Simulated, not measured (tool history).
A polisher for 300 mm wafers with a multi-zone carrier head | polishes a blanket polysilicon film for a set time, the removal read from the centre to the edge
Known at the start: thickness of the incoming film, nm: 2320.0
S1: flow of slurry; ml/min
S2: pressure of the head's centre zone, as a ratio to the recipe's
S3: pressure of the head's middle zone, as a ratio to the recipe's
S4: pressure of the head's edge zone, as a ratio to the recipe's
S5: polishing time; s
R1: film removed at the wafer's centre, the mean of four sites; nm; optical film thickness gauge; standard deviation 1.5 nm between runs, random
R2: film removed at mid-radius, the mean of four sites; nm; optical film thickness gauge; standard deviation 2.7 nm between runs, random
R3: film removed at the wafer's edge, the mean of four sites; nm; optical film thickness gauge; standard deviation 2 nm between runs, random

Run 1, hour 0: S1 220 ml/min, S2 1, S3 1, S4 1, S5 67 s. Result: R1 412.36 nm, R2 417.11 nm, R3 411.54 nm.
Run 2, hour 8.8: S1 220 ml/min, S2 1, S3 1, S4 0.93, S5 67 s. Result: R1 407.06 nm, R2 437.02 nm, R3 396.97 nm.
Run 3, hour 17.4: S1 220 ml/min, S2 1, S3 1, S4 0.93, S5 51 s. Result: R1 308.45 nm, R2 335.72 nm, R3 306.6 nm.
Run 4, hour 19.7: S1 265 ml/min, S2 1, S3 1, S4 0.93, S5 51 s. Result: R1 317.78 nm, R2 333.8 nm, R3 307.71 nm.
Run 5, hour 23.5: S1 265 ml/min, S2 1, S3 0.95, S4 0.93, S5 51 s. Result: R1 317.53 nm, R2 317.32 nm, R3 312.63 nm.
Run 6, hour 26.5: S1 260 ml/min, S2 0.99, S3 0.93, S4 0.91, S5 48 s. Result: R1 293.39 nm, R2 285.76 nm, R3 288.92 nm.
Run 7, hour 32.1: S1 260 ml/min, S2 0.98, S3 0.92, S4 0.9, S5 46 s. Result: R1 277.75 nm, R2 273.29 nm, R3 273.92 nm.
Run 8, hour 37.2: S1 200 ml/min, S2 0.88, S3 0.82, S4 0.83, S5 34 s. Result: R1 177.66 nm, R2 181.59 nm, R3 190.36 nm.
Run 9, hour 43.6: S1 215 ml/min, S2 0.88, S3 0.82, S4 0.84, S5 34 s. Result: R1 180.28 nm, R2 184.69 nm, R3 190.04 nm.

What does the tool deliver on the next run?
Run 10, hour 47.8: S1 225 ml/min, S2 0.89, S3 0.82, S4 0.86, S5 34 s. Result: R1 ?, R2 ?, R3 ?.

{"run 10": {"R1": 184.85, "R2": 187.4, "R3": 198.27}}
